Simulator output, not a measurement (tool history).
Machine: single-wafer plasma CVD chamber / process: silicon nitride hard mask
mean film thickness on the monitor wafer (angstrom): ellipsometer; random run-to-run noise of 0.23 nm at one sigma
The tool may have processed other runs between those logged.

run  hour  heater temperature setpoint (K)  chamber pressure (mTorr)  RF power (kW)  deposition time (s)  mean film thickness on the monitor wafer (angstrom)
  1     0                           698.15                      1860          0.405                 45.8                                                628.5
  2   3.7                           698.15                      1640          0.405                 45.8                                               602.93
  3   8.2                           692.15                      1640          0.405                 45.8                                               608.42
  4  14.1                           692.15                      1610            0.4                 45.7                                               597.34
  5  19.9                           692.15                      1580          0.395                 45.6                                               591.04
  6    28                           692.15                      1580          0.415                 45.6                                                610.9
  7  34.7                           692.15                      1550           0.41                 45.5                                               600.18
  8  38.5                           692.15                      1520          0.405                 45.4                                               588.53
  9  47.4                           692.15                      1490            0.4                 45.3                                               579.52
 10  49.8                           692.15                      1460          0.395                 45.3                                               576.42
 11  57.4                           692.15                      1440           0.39                 45.2                                               568.55
 12  58.9                           692.15                      1440           0.39                 45.2                                               573.48
 13  62.9                           692.15                      1270          0.345                 44.2                                               496.95
 14  66.5                           692.15                      1290          0.345                 44.2                                               495.68
 15  74.4                           692.15                      1310          0.345                 44.2                                               503.28
 16  82.1                           692.15                      1320          0.345                 44.2                                               504.29
 17  90.2                           692.15                      1330          0.345                 44.2                                               504.17

What will run 18 give?
 18  92.8                           692.15                      1340          0.345                 44.2                                                    ?

{"run 18": {"mean film thickness on the monitor wafer (angstrom)": 500.3}}
